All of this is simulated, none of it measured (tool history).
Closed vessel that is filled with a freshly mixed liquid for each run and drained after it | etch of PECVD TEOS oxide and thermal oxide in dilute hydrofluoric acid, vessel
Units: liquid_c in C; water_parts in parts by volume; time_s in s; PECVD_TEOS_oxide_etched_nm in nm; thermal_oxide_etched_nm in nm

| run | hour | liquid_c | water_parts | time_s | PECVD_TEOS_oxide_etched_nm | thermal_oxide_etched_nm |
|---|---|---|---|---|---|---|
| 1 | 0.0 | 21.0 | 295 | 80 | 5.4176 | 0.94971 |
| 2 | 3.4 | 21.0 | 220 | 80 | 7.8139 | 1.48100 |
| 3 | 11.9 | 20.0 | 220 | 80 | 7.5056 | 1.30480 |
| 4 | 18.3 | 20.0 | 320 | 80 | 4.6842 | 0.81739 |
| 5 | 20.3 | 20.0 | 320 | 100 | 5.9225 | 1.01690 |
| 6 | 28.3 | 20.0 | 365 | 100 | 4.9568 | 0.83154 |

Forecast run 7:
| 7 | 35.0 | 22.5 | 360 | 100 | ? | ? |

Run 7 gave PECVD_TEOS_oxide_etched_nm 5.5621 nm, thermal_oxide_etched_nm 0.91786 nm.
